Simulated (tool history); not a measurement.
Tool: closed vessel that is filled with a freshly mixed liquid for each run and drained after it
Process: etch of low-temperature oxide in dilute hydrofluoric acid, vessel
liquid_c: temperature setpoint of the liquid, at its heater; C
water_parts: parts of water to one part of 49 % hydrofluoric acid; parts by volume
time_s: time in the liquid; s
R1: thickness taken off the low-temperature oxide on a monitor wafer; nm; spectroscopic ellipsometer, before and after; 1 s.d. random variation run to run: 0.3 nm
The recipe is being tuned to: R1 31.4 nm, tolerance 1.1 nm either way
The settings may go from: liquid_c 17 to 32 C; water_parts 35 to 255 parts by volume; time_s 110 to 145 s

{"run": 1, "day": 0.0, "liquid_c": 24, "water_parts": 145, "time_s": 145, "R1": 25.562}
{"run": 2, "day": 0.367, "liquid_c": 25.5, "water_parts": 145, "time_s": 145, "R1": 27.006}
{"run": 3, "day": 0.467, "liquid_c": 25.5, "water_parts": 145, "time_s": 145, "R1": 27.103}
{"run": 4, "day": 0.512, "liquid_c": 25.5, "water_parts": 145, "time_s": 110, "R1": 20.242}
{"run": 5, "day": 0.792, "liquid_c": 25.5, "water_parts": 165, "time_s": 110, "R1": 17.742}
{"run": 6, "day": 0.917, "liquid_c": 25.5, "water_parts": 165, "time_s": 145, "R1": 22.693}
{"run": 7, "day": 1.308, "liquid_c": 27, "water_parts": 155, "time_s": 145, "R1": 26.241}
{"run": 8, "day": 1.671, "liquid_c": 27, "water_parts": 155, "time_s": 145, "R1": 26.301}
{"run": 9, "day": 1.867, "liquid_c": 28, "water_parts": 155, "time_s": 145, "R1": 27.192}
{"run": 10, "day": 1.908, "liquid_c": 29, "water_parts": 155, "time_s": 145, "R1": 27.629}
{"run": 11, "day": 2.2, "liquid_c": 30, "water_parts": 155, "time_s": 145, "R1": 29.355}

5 next moves are on the table. One of them brings every result within its allowed miss. Which?
{"run": "A", "day": 2.492, "liquid_c": 28.5, "water_parts": 130, "time_s": 120, "R1": "?"}
{"run": "B", "day": 2.492, "liquid_c": 28.5, "water_parts": 145, "time_s": 140, "R1": "?"}
{"run": "C", "day": 2.492, "liquid_c": 29.5, "water_parts": 150, "time_s": 140, "R1": "?"}
{"run": "D", "day": 2.492, "liquid_c": 31, "water_parts": 160, "time_s": 140, "R1": "?"}
{"run": "E", "day": 2.492, "liquid_c": 31.5, "water_parts": 140, "time_s": 130, "R1": "?"}

move=A R1=28.515
move=B R1=29.255
move=C R1=29.14
move=D R1=28.447
move=E R1=31.568
A: the biggest miss grows against the last run
B: as far off as the last run
C: the biggest miss grows against the last run
D: the biggest miss grows against the last run
E: hits every target within its allowed miss
So the answer is move E, the one that meets all the targets.
